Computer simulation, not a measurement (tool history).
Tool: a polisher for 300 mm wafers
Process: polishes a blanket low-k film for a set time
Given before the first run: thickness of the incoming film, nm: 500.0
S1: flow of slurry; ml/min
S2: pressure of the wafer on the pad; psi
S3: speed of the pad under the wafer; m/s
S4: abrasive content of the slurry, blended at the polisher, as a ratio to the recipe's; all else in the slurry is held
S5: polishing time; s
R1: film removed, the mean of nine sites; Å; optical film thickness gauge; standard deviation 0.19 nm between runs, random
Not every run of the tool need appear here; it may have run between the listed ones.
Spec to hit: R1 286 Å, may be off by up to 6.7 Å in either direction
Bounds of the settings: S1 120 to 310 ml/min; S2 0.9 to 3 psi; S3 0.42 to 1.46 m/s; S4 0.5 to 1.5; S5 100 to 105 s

run	hour	S1	S2	S3	S4	S5	R1
1	0	200	1.9	0.94	1	100	461.63
2	7.3	195	1.8	0.94	1	100	432.4
3	12.9	190	1.7	0.94	1	100	413.09
4	16.6	190	1.6	0.94	1	100	387.54
5	18.6	140	1.6	0.94	1	100	369.58
6	22	140	1.6	0.94	0.9	100	358.38
7	31	140	1.5	0.94	0.9	100	330.63
8	35.3	135	1.4	0.94	0.9	100	306.85

Exactly one of the 5 candidate moves below puts every result within its allowed miss. Which one?
A	39.6	155	1.5	0.98	0.8	101	?
B	39.6	135	1.4	0.82	0.85	105	?
C	39.6	130	1.3	0.92	0.85	100	?
D	39.6	140	1.3	0.78	1.05	100	?
E	39.6	130	1.5	0.8	0.8	100	?

move	R1
A	331.2
B	286.48
C	274.72
D	273.37
E	275.74
A: further off than the last run
B: all results in spec
C: pushes the last run's worst result past its target
D: pushes the last run's worst result past its target
E: pushes the last run's worst result past its target
Go with B: it meets all targets.
